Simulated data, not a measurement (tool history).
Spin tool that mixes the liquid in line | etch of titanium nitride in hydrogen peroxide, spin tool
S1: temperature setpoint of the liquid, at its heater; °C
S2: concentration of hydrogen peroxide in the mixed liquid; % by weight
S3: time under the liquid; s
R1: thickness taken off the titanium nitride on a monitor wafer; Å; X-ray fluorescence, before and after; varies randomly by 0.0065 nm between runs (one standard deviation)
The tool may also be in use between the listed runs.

Run 1, hour 0: S1 45 °C, S2 17.5 % by weight, S3 70 s. Result: R1 12.798 Å.
Run 2, hour 5.4: S1 49 °C, S2 17.5 % by weight, S3 70 s. Result: R1 17.359 Å.
Run 3, hour 10.6: S1 49 °C, S2 16 % by weight, S3 70 s. Result: R1 17.113 Å.
Run 4, hour 13.5: S1 47 °C, S2 16 % by weight, S3 70 s. Result: R1 14.923 Å.
Run 5, hour 17.2: S1 45.5 °C, S2 16 % by weight, S3 70 s. Result: R1 13.327 Å.
Run 6, hour 23.9: S1 44 °C, S2 16 % by weight, S3 70 s. Result: R1 11.845 Å.
Run 7, hour 29.9: S1 43 °C, S2 16 % by weight, S3 70 s. Result: R1 11.031 Å.

The next listed run, before its measurement:
Run 8, hour 31.1: S1 42.5 °C, S2 16 % by weight, S3 70 s. Result: R1 ?.

Run 8 yielded R1 10.619 Å.
